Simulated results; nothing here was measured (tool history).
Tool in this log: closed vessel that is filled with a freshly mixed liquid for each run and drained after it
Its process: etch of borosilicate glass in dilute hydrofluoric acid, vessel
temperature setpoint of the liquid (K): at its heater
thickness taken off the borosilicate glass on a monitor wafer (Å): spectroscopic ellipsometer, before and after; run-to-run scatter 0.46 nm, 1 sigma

run,hour,temperature setpoint of the liquid (K),parts of water to one part of 49 % hydrofluoric acid (parts by volume),time in the liquid (s),thickness taken off the borosilicate glass on a monitor wafer (Å)
1,0,295.15,215,265,456.01
2,5.6,295.15,280,265,324.72
3,10.7,293.65,280,265,309.2
4,12.6,293.65,315,265,264.16
5,14.1,293.65,315,285,285.5
6,15.7,292.15,315,285,270.42

The next listed run, before its measurement:
7,23.9,293.65,280,285,?

Logged for run 7: thickness taken off the borosilicate glass on a monitor wafer (Å) 331.56.
